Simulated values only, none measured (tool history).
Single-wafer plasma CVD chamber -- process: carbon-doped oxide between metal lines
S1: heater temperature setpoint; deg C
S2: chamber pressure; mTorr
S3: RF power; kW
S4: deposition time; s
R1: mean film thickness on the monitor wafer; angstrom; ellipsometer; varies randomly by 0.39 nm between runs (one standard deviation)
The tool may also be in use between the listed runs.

run 1 day=0.000 | S1=325 S2=4480 S3=0.480 S4=19.0 | R1=1167.10
run 2 day=0.058 | S1=325 S2=4480 S3=0.450 S4=19.0 | R1=1108.70
run 3 day=0.146 | S1=325 S2=4480 S3=0.385 S4=19.0 | R1=962.68
run 4 day=0.488 | S1=325 S2=5160 S3=0.385 S4=19.0 | R1=978.85
run 5 day=0.750 | S1=323 S2=5220 S3=0.405 S4=19.0 | R1=1037.80
run 6 day=1.058 | S1=323 S2=5220 S3=0.405 S4=18.1 | R1=986.07
run 7 day=1.225 | S1=322 S2=5270 S3=0.425 S4=18.2 | R1=1038.20
run 8 day=1.579 | S1=321 S2=5320 S3=0.445 S4=18.2 | R1=1086.60
run 9 day=1.942 | S1=320 S2=5370 S3=0.460 S4=18.2 | R1=1126.50
run 10 day=2.146 | S1=319 S2=5420 S3=0.475 S4=18.2 | R1=1164.10
run 11 day=2.362 | S1=318 S2=5460 S3=0.485 S4=18.2 | R1=1188.00
run 12 day=2.396 | S1=317 S2=5500 S3=0.495 S4=18.2 | R1=1205.40

What will run 13 give?
run 13 day=2.638 | S1=316 S2=5530 S3=0.505 S4=18.2 | R1=?

Logged for run 13: R1 1231.50 angstrom.
